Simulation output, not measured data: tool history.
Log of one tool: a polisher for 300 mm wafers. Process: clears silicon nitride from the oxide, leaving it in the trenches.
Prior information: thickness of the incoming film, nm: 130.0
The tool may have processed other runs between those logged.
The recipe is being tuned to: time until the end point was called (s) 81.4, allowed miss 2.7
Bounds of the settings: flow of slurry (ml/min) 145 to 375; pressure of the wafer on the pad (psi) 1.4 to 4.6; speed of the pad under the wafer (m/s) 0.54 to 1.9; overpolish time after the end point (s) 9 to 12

run  hour  flow of slurry (ml/min)  pressure of the wafer on the pad (psi)  speed of the pad under the wafer (m/s)  overpolish time after the end point (s)  time until the end point was called (s)
  1     0                      240                                       3                                    1.22                                       12                                   114.22
  2   2.7                      240                                       3                                    1.22                                        9                                   113.24
  3   5.8                      240                                       3                                    1.22                                       12                                   112.89
  4   8.6                      240                                     3.3                                    1.22                                       12                                   104.39
  5  10.1                      240                                     3.5                                    1.22                                       12                                   101.15
  6  15.7                      240                                     3.5                                    1.22                                        9                                   101.63
  7  22.7                      240                                     3.5                                    1.22                                        9                                   100.36
  8  25.1                      240                                     3.7                                    1.22                                        9                                   96.641
  9    32                      240                                     3.9                                    1.22                                        9                                   92.535
 10  37.5                      240                                     4.1                                    1.22                                        9                                   91.439
 11  44.9                      240                                     4.2                                    1.22                                        9                                   87.367
 12  46.1                      240                                     4.3                                    1.22                                        9                                   86.028
 13  51.6                      240                                     4.4                                    1.22                                        9                                   85.097

Which of these 5 next moves meets every target?
  A  57.1                      215                                     4.6                                    1.18                                       10                                        ?
  B  57.1                      240                                     4.2                                    1.22                                       11                                        ?
  C  57.1                      230                                     4.1                                    1.26                                       12                                        ?
  D  57.1                      300                                     4.5                                    1.22                                       12                                        ?
  E  57.1                      210                                     4.6                                    1.12                                        9                                        ?

move  time until the end point was called (s)
   A                                    87.18
   B                                   89.416
   C                                    88.78
   D                                   82.556
   E                                   91.991
A: lands further from the targets than the last run did
B: lands further from the targets than the last run did
C: lands further from the targets than the last run did
D: all results land within tolerance of their targets
E: lands further from the targets than the last run did
D is the move that brings every result within its allowed miss.
